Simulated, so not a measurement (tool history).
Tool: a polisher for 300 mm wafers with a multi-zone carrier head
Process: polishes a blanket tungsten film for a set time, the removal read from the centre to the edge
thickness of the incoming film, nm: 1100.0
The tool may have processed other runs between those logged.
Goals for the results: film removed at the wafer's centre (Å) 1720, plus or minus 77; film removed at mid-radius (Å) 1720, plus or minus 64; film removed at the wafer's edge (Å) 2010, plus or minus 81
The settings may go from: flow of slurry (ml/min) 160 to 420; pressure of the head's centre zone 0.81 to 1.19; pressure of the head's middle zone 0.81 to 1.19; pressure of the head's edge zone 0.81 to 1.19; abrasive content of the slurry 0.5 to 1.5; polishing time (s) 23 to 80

run,day,flow of slurry (ml/min),pressure of the head's centre zone,pressure of the head's middle zone,pressure of the head's edge zone,abrasive content of the slurry,polishing time (s),film removed at the wafer's centre (Å),film removed at mid-radius (Å),film removed at the wafer's edge (Å)
1,0,270,1,1,1,1,51,2819.5,2815.2,2996.5
2,0.221,270,1,0.94,1,1,51,2878.5,2755,2968.5
3,0.588,270,1,0.94,0.92,1,51,2879.6,2746.3,2798.5
4,0.688,270,1,0.94,0.96,1,51,2802.2,2713.3,2904.1
# day 1.029: slurry nozzle cleaned
5,1.029,260,0.98,0.91,0.96,0.9,48,2641.2,2607.9,2777.6
6,1.154,260,0.98,0.91,0.96,0.9,41,2301,2219.5,2340.6
7,1.183,260,0.98,0.91,0.96,0.9,41,2269.3,2193,2369.4
8,1.262,255,0.96,0.9,0.98,0.9,38,2112.3,1985.6,2221.1
9,1.479,250,0.93,0.9,0.98,0.9,37,1924.3,1959.7,2106

Exercise: of the 4 proposed moves below, exactly one satisfies all targets within the stated allowed misses. Which move is it?
A,1.696,360,0.93,0.89,1.15,0.7,33,?,?,?
B,1.696,250,0.81,0.82,0.98,0.8,35,?,?,?
C,1.696,305,0.99,0.94,0.86,0.95,39,?,?,?
D,1.696,320,1.15,0.83,1.04,0.8,35,?,?,?

move,film removed at the wafer's centre (Å),film removed at mid-radius (Å),film removed at the wafer's edge (Å)
A,1684.2,1693.3,1991.2
B,1544.2,1700.8,1961.6
C,2238.1,2192.9,2167.5
D,2254.9,1750.4,2054.4
A: every result lands within tolerance
B: gets the furthest-off result to its target, but another result is out of tolerance
C: lands further from the targets than the last run did
D: gets the furthest-off result to its target, but another result is out of tolerance
The move that meets every target is A.
